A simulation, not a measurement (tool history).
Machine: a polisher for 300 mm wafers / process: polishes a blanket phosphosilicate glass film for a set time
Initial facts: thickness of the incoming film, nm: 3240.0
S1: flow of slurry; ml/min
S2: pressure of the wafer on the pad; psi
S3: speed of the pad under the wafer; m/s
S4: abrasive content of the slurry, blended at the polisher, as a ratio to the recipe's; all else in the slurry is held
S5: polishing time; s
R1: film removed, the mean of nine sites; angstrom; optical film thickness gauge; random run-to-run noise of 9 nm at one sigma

{"run": 1, "hour": 0.0, "S1": 250, "S2": 3.6, "S3": 1.14, "S4": 1, "S5": 110, "R1": 10809}
{"run": 2, "hour": 3.4, "S1": 250, "S2": 3.4, "S3": 1.14, "S4": 1, "S5": 110, "R1": 10147}
{"run": 3, "hour": 12.1, "S1": 250, "S2": 3.4, "S3": 1.14, "S4": 1.2, "S5": 110, "R1": 11248}
{"run": 4, "hour": 19.8, "S1": 250, "S2": 3.4, "S3": 0.88, "S4": 1.2, "S5": 110, "R1": 9155.1}
{"run": 5, "hour": 26.1, "S1": 250, "S2": 4, "S3": 0.88, "S4": 1.2, "S5": 110, "R1": 10328}
{"run": 6, "hour": 31.3, "S1": 250, "S2": 4, "S3": 0.88, "S4": 1.2, "S5": 115, "R1": 10866}

What does the tool deliver on the next run?
{"run": 7, "hour": 39.1, "S1": 250, "S2": 4, "S3": 0.88, "S4": 1.2, "S5": 115, "R1": "?"}

R1: 10917 angstrom
